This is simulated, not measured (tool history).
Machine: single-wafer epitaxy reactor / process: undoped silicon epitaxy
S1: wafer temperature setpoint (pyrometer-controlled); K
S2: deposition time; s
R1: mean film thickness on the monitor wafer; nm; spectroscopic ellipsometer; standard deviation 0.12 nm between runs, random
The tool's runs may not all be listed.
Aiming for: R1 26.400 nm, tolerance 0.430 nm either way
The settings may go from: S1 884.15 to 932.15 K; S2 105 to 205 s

{"run": 1, "hour": 0.0, "S1": 908.15, "S2": 155, "R1": 18.833}
{"run": 2, "hour": 7.5, "S1": 913.15, "S2": 155, "R1": 20.852}
{"run": 3, "hour": 12.4, "S1": 913.15, "S2": 135, "R1": 18.254}
{"run": 4, "hour": 13.6, "S1": 919.15, "S2": 135, "R1": 20.63}
{"run": 5, "hour": 19.6, "S1": 927.15, "S2": 135, "R1": 24.035}
{"run": 6, "hour": 24.6, "S1": 928.15, "S2": 135, "R1": 24.606}
{"run": 7, "hour": 25.1, "S1": 929.15, "S2": 135, "R1": 25.011}
{"run": 8, "hour": 27.8, "S1": 930.15, "S2": 135, "R1": 25.43}
{"run": 9, "hour": 31.7, "S1": 931.15, "S2": 135, "R1": 26.016}

Which one of the following 4 next-run settings gets every result inside its allowed miss? There is exactly one.
{"run": "A", "hour": 35.6, "S1": 931.15, "S2": 137, "R1": "?"}
{"run": "B", "hour": 35.6, "S1": 932.15, "S2": 130, "R1": "?"}
{"run": "C", "hour": 35.6, "S1": 929.15, "S2": 136, "R1": "?"}
{"run": "D", "hour": 35.6, "S1": 931.15, "S2": 132, "R1": "?"}

move=A R1=26.441
move=B R1=25.579
move=C R1=25.251
move=D R1=25.476
A: each result inside its tolerance
B: lands further from the targets than the last run did
C: lands further from the targets than the last run did
D: lands further from the targets than the last run did
Correct choice: A, which meets every target

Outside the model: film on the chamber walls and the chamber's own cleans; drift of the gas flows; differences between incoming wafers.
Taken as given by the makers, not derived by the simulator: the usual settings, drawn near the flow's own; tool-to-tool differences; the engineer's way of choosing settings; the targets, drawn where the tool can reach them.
